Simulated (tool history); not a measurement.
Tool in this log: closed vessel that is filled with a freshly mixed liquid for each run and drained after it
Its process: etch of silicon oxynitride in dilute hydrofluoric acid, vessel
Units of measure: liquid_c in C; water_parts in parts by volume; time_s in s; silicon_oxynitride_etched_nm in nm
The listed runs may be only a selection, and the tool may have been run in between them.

run	hour	liquid_c	water_parts	time_s	silicon_oxynitride_etched_nm
1	0.0	25.0	60	230	10.0030
2	7.9	25.0	60	230	9.9316
3	13.0	23.5	60	230	9.2689
4	21.7	23.5	70	230	7.8776
5	27.8	26.0	55	235	11.6720
6	36.2	29.0	55	235	13.4320
7	39.3	30.0	45	240	17.7180
8	42.5	30.5	40	240	20.6630
9	50.9	33.0	20	240	47.1910
10	53.4	29.0	20	240	39.1430
11	59.0	27.5	20	240	36.1980

Run 12 has not been measured yet. What should we expect?
12	62.8	26.5	20	240	?

{"run 12": {"silicon_oxynitride_etched_nm": 34.618}}
